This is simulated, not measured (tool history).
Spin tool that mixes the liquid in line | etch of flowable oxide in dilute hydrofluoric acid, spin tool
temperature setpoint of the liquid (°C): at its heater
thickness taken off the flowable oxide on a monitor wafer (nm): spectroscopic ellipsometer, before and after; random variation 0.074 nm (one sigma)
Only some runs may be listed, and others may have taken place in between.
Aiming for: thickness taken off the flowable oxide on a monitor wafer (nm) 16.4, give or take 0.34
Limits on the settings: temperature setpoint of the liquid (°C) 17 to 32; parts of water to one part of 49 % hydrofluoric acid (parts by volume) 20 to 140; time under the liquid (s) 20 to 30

run  hour  temperature setpoint of the liquid (°C)  parts of water to one part of 49 % hydrofluoric acid (parts by volume)  time under the liquid (s)  thickness taken off the flowable oxide on a monitor wafer (nm)
  1     0                                       24                                                                      75                         30                                                          13.307
  2   8.1                                     25.5                                                                      75                         30                                                          14.133
  3  13.3                                     26.5                                                                      75                         30                                                          14.826
  4  18.6                                     26.5                                                                      75                         20                                                          9.9046
  5  22.3                                       24                                                                      65                         20                                                          10.374
  6  23.2                                       24                                                                      65                         20                                                          10.479
  7  25.3                                       28                                                                      55                         20                                                          14.646
  8  31.8                                     28.5                                                                      55                         20                                                          14.848
  9  35.8                                       29                                                                      55                         20                                                          15.243

Of the 5 settings listed for the next run, only one would bring every result within its allowed miss of target. Which one?
  A  39.8                                     29.5                                                                      50                         20                                                               ?
  B  39.8                                     28.5                                                                      70                         30                                                               ?
  C  39.8                                       28                                                                      50                         20                                                               ?
  D  39.8                                     24.5                                                                      60                         30                                                               ?
  E  39.8                                       30                                                                      80                         30                                                               ?

move  thickness taken off the flowable oxide on a monitor wafer (nm)
   A                                                           17.31
   B                                                          17.315
   C                                                          16.311
   D                                                          17.464
   E                                                          15.823
A: takes the biggest miss from the last run beyond its target
B: takes the biggest miss from the last run beyond its target
C: in spec on every target
D: takes the biggest miss from the last run beyond its target
E: gains on the last run, yet a result remains outside its allowed miss
C is the move that brings every result within its allowed miss.

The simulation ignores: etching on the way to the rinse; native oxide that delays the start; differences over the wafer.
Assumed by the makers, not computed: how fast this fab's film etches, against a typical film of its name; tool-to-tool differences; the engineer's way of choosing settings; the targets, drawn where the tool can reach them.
